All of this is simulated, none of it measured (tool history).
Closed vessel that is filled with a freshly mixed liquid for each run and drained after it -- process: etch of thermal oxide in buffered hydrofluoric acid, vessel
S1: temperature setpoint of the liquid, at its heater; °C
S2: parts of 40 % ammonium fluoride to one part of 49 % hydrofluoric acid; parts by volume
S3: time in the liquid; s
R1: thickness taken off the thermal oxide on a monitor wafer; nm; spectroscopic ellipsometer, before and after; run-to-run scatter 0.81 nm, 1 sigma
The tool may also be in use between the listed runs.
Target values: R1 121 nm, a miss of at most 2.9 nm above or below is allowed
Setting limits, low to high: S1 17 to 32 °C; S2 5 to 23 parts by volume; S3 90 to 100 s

run,hour,S1,S2,S3,R1
1,0,24,14,90,83.344
2,7.1,25,14,90,85.647
3,8.8,26,14,90,91.728
4,16.6,26,16,90,81.084
5,18.6,26,17.5,90,74.173
6,25.8,28.5,17.5,90,83.84
7,34.1,29,17,90,88.562
8,41.7,29.5,16.5,90,94.617
9,42.7,30,16.5,90,96.602
10,45.6,31,15.5,90,107.16
11,53.1,31.5,15,90,113.57

4 next moves are on the table. One of them brings every result within its allowed miss. Which?
A,60.6,32,15,100,?
B,60.6,32,13.5,90,?
C,60.6,30.5,15.5,95,?
D,60.6,32,14.5,90,?

move,R1
A,131.16
B,130.84
C,111.68
D,122.02
A: carries the result that was furthest off beyond its target, to the other side
B: carries the result that was furthest off beyond its target, to the other side
C: further off than the last run
D: hits every target within its allowed miss
Answer: D
